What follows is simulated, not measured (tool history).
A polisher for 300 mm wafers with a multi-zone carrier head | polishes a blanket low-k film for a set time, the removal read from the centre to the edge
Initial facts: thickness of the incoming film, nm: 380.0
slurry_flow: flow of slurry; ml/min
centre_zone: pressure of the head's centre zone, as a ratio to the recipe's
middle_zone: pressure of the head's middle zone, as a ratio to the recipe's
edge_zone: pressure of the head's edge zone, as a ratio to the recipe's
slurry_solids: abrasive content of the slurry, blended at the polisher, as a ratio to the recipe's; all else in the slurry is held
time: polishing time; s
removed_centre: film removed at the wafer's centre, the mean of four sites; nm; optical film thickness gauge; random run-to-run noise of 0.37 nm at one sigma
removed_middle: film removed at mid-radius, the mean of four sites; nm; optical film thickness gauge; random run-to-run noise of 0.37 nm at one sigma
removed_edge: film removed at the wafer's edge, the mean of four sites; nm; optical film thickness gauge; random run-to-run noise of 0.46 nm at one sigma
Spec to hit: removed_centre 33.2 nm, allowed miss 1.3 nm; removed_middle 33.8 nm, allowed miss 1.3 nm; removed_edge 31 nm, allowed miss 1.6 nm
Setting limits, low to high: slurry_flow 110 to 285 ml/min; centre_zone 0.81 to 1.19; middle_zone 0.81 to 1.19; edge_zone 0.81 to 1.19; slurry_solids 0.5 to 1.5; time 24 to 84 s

{"run": 1, "hour": 0.0, "slurry_flow": 180, "centre_zone": 1, "middle_zone": 1, "edge_zone": 1, "slurry_solids": 1, "time": 54, "removed_centre": 23.206, "removed_middle": 23.54, "removed_edge": 23.229}
{"run": 2, "hour": 7.4, "slurry_flow": 225, "centre_zone": 1, "middle_zone": 1, "edge_zone": 1, "slurry_solids": 1, "time": 54, "removed_centre": 23.688, "removed_middle": 24.155, "removed_edge": 23.772}
{"run": 3, "hour": 14.8, "slurry_flow": 225, "centre_zone": 0.94, "middle_zone": 1, "edge_zone": 1, "slurry_solids": 1, "time": 54, "removed_centre": 22.766, "removed_middle": 23.754, "removed_edge": 23.717}
{"run": 4, "hour": 18.9, "slurry_flow": 230, "centre_zone": 0.99, "middle_zone": 1.02, "edge_zone": 1.01, "slurry_solids": 1.15, "time": 54, "removed_centre": 24.966, "removed_middle": 25.266, "removed_edge": 24.859}
{"run": 5, "hour": 24.0, "slurry_flow": 230, "centre_zone": 0.93, "middle_zone": 1.02, "edge_zone": 1.01, "slurry_solids": 1.15, "time": 54, "removed_centre": 23.283, "removed_middle": 25.4, "removed_edge": 24.689}
{"run": 6, "hour": 28.3, "slurry_flow": 230, "centre_zone": 0.97, "middle_zone": 1.04, "edge_zone": 1.02, "slurry_solids": 1.25, "time": 56, "removed_centre": 25.94, "removed_middle": 27.376, "removed_edge": 27.312}
{"run": 7, "hour": 31.1, "slurry_flow": 235, "centre_zone": 1.01, "middle_zone": 1.07, "edge_zone": 1, "slurry_solids": 1.3, "time": 57, "removed_centre": 28.278, "removed_middle": 29.46, "removed_edge": 27.584}
{"run": 8, "hour": 37.6, "slurry_flow": 235, "centre_zone": 1.03, "middle_zone": 1.09, "edge_zone": 1.01, "slurry_solids": 1.35, "time": 57, "removed_centre": 29.249, "removed_middle": 30.201, "removed_edge": 27.823}
{"run": 9, "hour": 40.6, "slurry_flow": 235, "centre_zone": 1.04, "middle_zone": 1.1, "edge_zone": 1.02, "slurry_solids": 1.4, "time": 58, "removed_centre": 30.57, "removed_middle": 31.838, "removed_edge": 29.189}

Exercise: of the 5 proposed moves below, exactly one satisfies all targets within the stated allowed misses. Which move is it?
{"run": "A", "hour": 43.6, "slurry_flow": 205, "centre_zone": 1.13, "middle_zone": 1.16, "edge_zone": 1.1, "slurry_solids": 1.4, "time": 61, "removed_centre": "?", "removed_middle": "?", "removed_edge": "?"}
{"run": "B", "hour": 43.6, "slurry_flow": 255, "centre_zone": 1.16, "middle_zone": 1.07, "edge_zone": 0.98, "slurry_solids": 1.4, "time": 63, "removed_centre": "?", "removed_middle": "?", "removed_edge": "?"}
{"run": "C", "hour": 43.6, "slurry_flow": 250, "centre_zone": 1.15, "middle_zone": 1.09, "edge_zone": 1, "slurry_solids": 1.4, "time": 63, "removed_centre": "?", "removed_middle": "?", "removed_edge": "?"}
{"run": "D", "hour": 43.6, "slurry_flow": 275, "centre_zone": 1.08, "middle_zone": 1.15, "edge_zone": 1.04, "slurry_solids": 1.4, "time": 54, "removed_centre": "?", "removed_middle": "?", "removed_edge": "?"}
{"run": "E", "hour": 43.6, "slurry_flow": 225, "centre_zone": 0.88, "middle_zone": 1.11, "edge_zone": 1.09, "slurry_solids": 1.25, "time": 73, "removed_centre": "?", "removed_middle": "?", "removed_edge": "?"}

move=A removed_centre=33.115 removed_middle=34.213 removed_edge=30.496
move=B removed_centre=36.228 removed_middle=33.942 removed_edge=30.447
move=C removed_centre=35.832 removed_middle=34.403 removed_edge=30.682
move=D removed_centre=29.238 removed_middle=31.223 removed_edge=27.006
move=E removed_centre=30.343 removed_middle=38.578 removed_edge=35.409
A: meets every target
B: takes the biggest miss from the last run beyond its target
C: takes the biggest miss from the last run beyond its target
D: its largest miss is bigger than the last run's
E: its largest miss is bigger than the last run's
Go with A: it meets all targets.
